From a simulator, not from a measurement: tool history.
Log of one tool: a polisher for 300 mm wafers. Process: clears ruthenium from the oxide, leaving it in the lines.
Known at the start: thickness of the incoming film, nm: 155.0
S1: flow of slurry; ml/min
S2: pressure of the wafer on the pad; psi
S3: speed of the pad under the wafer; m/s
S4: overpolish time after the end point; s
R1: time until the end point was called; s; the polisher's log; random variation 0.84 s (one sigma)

{"run": 1, "hour": 0.0, "S1": 245, "S2": 2.6, "S3": 1.12, "S4": 11, "R1": 85.18}
{"run": 2, "hour": 5.4, "S1": 245, "S2": 2.6, "S3": 1.0, "S4": 11, "R1": 90.109}
{"run": 3, "hour": 9.9, "S1": 245, "S2": 2.0, "S3": 1.0, "S4": 11, "R1": 106.14}
{"run": 4, "hour": 16.2, "S1": 305, "S2": 2.0, "S3": 1.0, "S4": 11, "R1": 102.95}
{"run": 5, "hour": 19.4, "S1": 305, "S2": 2.4, "S3": 1.0, "S4": 11, "R1": 92.325}
{"run": 6, "hour": 25.1, "S1": 310, "S2": 2.9, "S3": 1.08, "S4": 11, "R1": 76.648}
{"run": 7, "hour": 34.0, "S1": 310, "S2": 3.2, "S3": 1.14, "S4": 11, "R1": 67.553}
{"run": 8, "hour": 41.2, "S1": 310, "S2": 3.4, "S3": 1.18, "S4": 11, "R1": 63.614}

Forecast run 9:
{"run": 9, "hour": 43.6, "S1": 310, "S2": 3.6, "S3": 1.22, "S4": 11, "R1": "?"}

R1: 59.901 s
